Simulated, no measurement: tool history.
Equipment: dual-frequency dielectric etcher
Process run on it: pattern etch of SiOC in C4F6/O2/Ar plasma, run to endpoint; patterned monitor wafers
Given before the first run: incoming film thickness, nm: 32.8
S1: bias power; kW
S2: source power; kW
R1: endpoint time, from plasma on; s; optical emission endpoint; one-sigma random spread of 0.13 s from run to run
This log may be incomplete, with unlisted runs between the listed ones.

| run | hour | S1 | S2 | R1 |
|---|---|---|---|---|
| 1 | 0.0 | 0.600 | 0.280 | 12.694 |
| 2 | 4.2 | 0.559 | 0.260 | 13.534 |
| 3 | 10.1 | 0.526 | 0.250 | 14.048 |
| 4 | 14.1 | 0.526 | 0.220 | 15.049 |
| 5 | 22.3 | 0.503 | 0.210 | 15.479 |
| 6 | 30.4 | 0.503 | 0.170 | 16.777 |

The next listed run, before its measurement:
| 7 | 39.0 | 0.405 | 0.170 | ? |

Run 7 came out at R1 19.090 s.

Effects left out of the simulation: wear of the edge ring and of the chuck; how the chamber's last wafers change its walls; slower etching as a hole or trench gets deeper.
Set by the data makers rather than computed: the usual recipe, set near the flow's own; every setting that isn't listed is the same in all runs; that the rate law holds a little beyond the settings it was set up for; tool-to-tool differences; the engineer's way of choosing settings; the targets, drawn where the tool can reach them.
